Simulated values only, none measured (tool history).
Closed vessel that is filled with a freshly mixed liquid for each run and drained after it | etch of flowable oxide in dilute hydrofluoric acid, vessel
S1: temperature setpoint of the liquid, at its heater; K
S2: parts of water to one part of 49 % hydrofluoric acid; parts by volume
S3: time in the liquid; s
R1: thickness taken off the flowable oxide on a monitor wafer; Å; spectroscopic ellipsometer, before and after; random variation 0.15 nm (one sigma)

run	hour	S1	S2	S3	R1
1	0.0	297.15	210	55	83.251
2	6.3	297.15	210	55	83.693
3	9.1	298.65	185	55	102.890
4	15.0	300.15	165	55	126.070
5	19.6	301.15	155	55	138.690
6	27.5	301.15	130	55	172.530

Run 7 comes next. What will it give?
7	32.6	302.15	125	55	?

R1: 187.480 Å

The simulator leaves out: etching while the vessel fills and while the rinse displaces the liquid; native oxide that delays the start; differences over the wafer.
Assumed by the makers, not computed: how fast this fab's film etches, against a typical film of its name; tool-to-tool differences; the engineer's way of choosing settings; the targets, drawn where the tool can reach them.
